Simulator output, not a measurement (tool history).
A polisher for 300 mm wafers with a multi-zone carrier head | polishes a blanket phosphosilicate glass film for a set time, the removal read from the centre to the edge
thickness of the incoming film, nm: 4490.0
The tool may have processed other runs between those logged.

| run | hour | flow of slurry (ml/min) | pressure of the head's centre zone | pressure of the head's middle zone | pressure of the head's edge zone | abrasive content of the slurry | polishing time (s) | film removed at the wafer's centre (Å) | film removed at mid-radius (Å) | film removed at the wafer's edge (Å) |
|---|---|---|---|---|---|---|---|---|---|---|
| 1 | 0 | 315 | 1 | 1 | 1 | 1 | 71 | 6822.2 | 6571.3 | 6700.1 |
| 2 | 2.7 | 330 | 1.02 | 1.04 | 1.01 | 1.1 | 72 | 7268 | 7180.6 | 7087 |
| 3 | 8.5 | 330 | 1.02 | 1.04 | 1.01 | 1.1 | 64 | 6446.9 | 6408.7 | 6306.4 |
| 4 | 16.3 | 330 | 1.02 | 1.04 | 1.01 | 1.1 | 55 | 5502.1 | 5445.5 | 5456 |
| 5 | 24.5 | 340 | 1.04 | 1.07 | 1.02 | 1.2 | 59 | 6260.8 | 6210.1 | 6157.9 |
| 6 | 28.9 | 340 | 1.04 | 0.98 | 1.02 | 1.2 | 59 | 6189.6 | 5773.4 | 6139.3 |
| 7 | 34.2 | 350 | 1.05 | 1.02 | 1.02 | 1.25 | 63 | 6907.8 | 6510.3 | 6550.3 |
| 8 | 42.6 | 355 | 1.05 | 1.05 | 1.03 | 1.3 | 66 | 7306.5 | 7182.3 | 7123 |
| 9 | 48.9 | 360 | 1.06 | 1.08 | 1.03 | 1.35 | 68 | 7711.7 | 7576.7 | 7450 |

Estimate the outcome of run 10 from the log above:
| 10 | 55.6 | 360 | 1.06 | 1.08 | 1.03 | 1.35 | 68 | ? | ? | ? |

film removed at the wafer's centre (Å): 7743.7
film removed at mid-radius (Å): 7582.8
film removed at the wafer's edge (Å): 7468.2

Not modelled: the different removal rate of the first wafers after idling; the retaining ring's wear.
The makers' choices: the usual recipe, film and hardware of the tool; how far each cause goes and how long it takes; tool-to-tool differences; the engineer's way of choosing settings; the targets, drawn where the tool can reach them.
